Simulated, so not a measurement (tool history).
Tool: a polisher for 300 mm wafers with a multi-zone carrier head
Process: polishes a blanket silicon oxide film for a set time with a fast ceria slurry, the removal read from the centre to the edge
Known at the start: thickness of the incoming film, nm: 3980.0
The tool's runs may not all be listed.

run  hour  flow of slurry (ml/min)  pressure of the head's centre zone  pressure of the head's middle zone  pressure of the head's edge zone  polishing time (s)  film removed at the wafer's centre (nm)  film removed at mid-radius (nm)  film removed at the wafer's edge (nm)
  1     0                      120                                   1                                   1                                 1                  62                                   1259.5                             1273                                 1263.5
  2   1.4                      115                                0.98                                0.98                              0.99                  61                                   1230.4                           1198.3                                 1246.3
  3   4.4                      115                                0.92                                0.98                              0.99                  61                                   1143.3                           1201.5                                   1226
  4  11.5                      115                                0.92                                0.98                              1.03                  61                                   1147.8                           1219.9                                 1250.3
  5  14.8                      115                                0.92                                0.93                              1.03                  61                                   1151.3                           1178.9                                 1263.1
  6    18                      115                                0.96                                0.93                              1.03                  61                                     1220                           1172.7                                 1252.4

The next listed run, before its measurement:
  7  25.4                      110                                0.94                                0.93                              1.02                  60                                        ?                                ?                                      ?

{"run 7": {"film removed at the wafer's centre (nm)": 1123.7, "film removed at mid-radius (nm)": 1119.9, "film removed at the wafer's edge (nm)": 1215.5}}
